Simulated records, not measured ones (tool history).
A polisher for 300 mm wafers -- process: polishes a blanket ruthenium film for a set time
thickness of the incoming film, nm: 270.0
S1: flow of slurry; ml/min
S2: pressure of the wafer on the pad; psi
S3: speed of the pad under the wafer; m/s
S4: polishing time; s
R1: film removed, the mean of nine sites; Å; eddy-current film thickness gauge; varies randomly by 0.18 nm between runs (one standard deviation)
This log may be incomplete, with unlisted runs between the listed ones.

Run 1, hour 0.0: S1 235 ml/min, S2 2.1 psi, S3 0.76 m/s, S4 22 s. Result: R1 210.51 Å.
Run 2, hour 7.1: S1 235 ml/min, S2 2.0 psi, S3 0.76 m/s, S4 22 s. Result: R1 201.77 Å.
Run 3, hour 14.3: S1 235 ml/min, S2 2.4 psi, S3 0.76 m/s, S4 22 s. Result: R1 239.79 Å.
Run 4, hour 15.1: S1 235 ml/min, S2 2.3 psi, S3 0.76 m/s, S4 22 s. Result: R1 231.70 Å.
Run 5, hour 16.6: S1 235 ml/min, S2 2.3 psi, S3 0.76 m/s, S4 22 s. Result: R1 232.88 Å.
At hour 21.7: slurry nozzle cleaned.
Run 6, hour 21.7: S1 235 ml/min, S2 2.3 psi, S3 0.76 m/s, S4 22 s. Result: R1 229.61 Å.
Run 7, hour 25.7: S1 235 ml/min, S2 2.2 psi, S3 0.76 m/s, S4 22 s. Result: R1 225.75 Å.
Run 8, hour 30.7: S1 235 ml/min, S2 2.1 psi, S3 0.76 m/s, S4 22 s. Result: R1 215.03 Å.
Run 9, hour 33.6: S1 235 ml/min, S2 2.0 psi, S3 0.76 m/s, S4 22 s. Result: R1 201.72 Å.
Run 10, hour 36.2: S1 235 ml/min, S2 1.9 psi, S3 0.76 m/s, S4 22 s. Result: R1 190.78 Å.

Run 11 comes next. What will it give?
Run 11, hour 43.8: S1 235 ml/min, S2 1.8 psi, S3 0.76 m/s, S4 22 s. Result: R1 ?.

{"run 11": {"R1": 188.95}}
